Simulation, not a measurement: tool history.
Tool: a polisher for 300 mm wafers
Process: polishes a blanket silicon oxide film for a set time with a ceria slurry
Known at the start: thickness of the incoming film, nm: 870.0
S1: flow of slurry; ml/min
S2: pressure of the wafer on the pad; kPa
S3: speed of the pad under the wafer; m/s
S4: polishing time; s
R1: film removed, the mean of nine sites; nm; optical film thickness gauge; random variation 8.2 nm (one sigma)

| run | hour | S1 | S2 | S3 | S4 | R1 |
|---|---|---|---|---|---|---|
| 1 | 0.0 | 305 | 24.8 | 1.20 | 72 | 498.92 |
| 2 | 4.4 | 305 | 24.8 | 0.94 | 72 | 398.37 |
| 3 | 7.8 | 305 | 28.3 | 1.00 | 72 | 484.75 |
| 4 | 10.6 | 305 | 31.0 | 1.04 | 72 | 550.62 |
| 5 | 14.8 | 360 | 31.0 | 1.04 | 72 | 545.85 |
| 6 | 21.6 | 360 | 31.0 | 0.88 | 72 | 462.80 |
| 7 | 28.8 | 360 | 33.1 | 0.96 | 72 | 547.50 |

Forecast run 8:
| 8 | 31.8 | 360 | 34.5 | 1.02 | 72 | ? |

{"run 8": {"R1": 602.02}}
